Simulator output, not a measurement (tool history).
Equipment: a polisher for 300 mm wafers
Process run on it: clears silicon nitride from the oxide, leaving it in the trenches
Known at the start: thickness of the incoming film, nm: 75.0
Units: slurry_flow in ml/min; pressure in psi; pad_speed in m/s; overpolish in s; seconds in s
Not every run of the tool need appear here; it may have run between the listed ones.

Run 1, hour 0: slurry_flow 180 ml/min, pressure 3.1 psi, pad_speed 0.88 m/s, overpolish 8 s. Result: seconds 99.483 s.
Run 2, hour 5.9: slurry_flow 180 ml/min, pressure 3.1 psi, pad_speed 0.88 m/s, overpolish 6 s. Result: seconds 101.1 s.
Run 3, hour 6.5: slurry_flow 180 ml/min, pressure 3.1 psi, pad_speed 0.88 m/s, overpolish 8 s. Result: seconds 100.43 s.
Run 4, hour 11.7: slurry_flow 195 ml/min, pressure 3.1 psi, pad_speed 0.88 m/s, overpolish 8 s. Result: seconds 101.04 s.
Run 5, hour 14.8: slurry_flow 195 ml/min, pressure 3.5 psi, pad_speed 0.88 m/s, overpolish 8 s. Result: seconds 85.681 s.
Run 6, hour 20: slurry_flow 195 ml/min, pressure 2.9 psi, pad_speed 0.86 m/s, overpolish 8 s. Result: seconds 107.19 s.

For run 7, what comes out?
Run 7, hour 25.8: slurry_flow 190 ml/min, pressure 2.5 psi, pad_speed 0.86 m/s, overpolish 8 s. Result: seconds ?.

For run 7 the tool returned seconds 124.23 s.
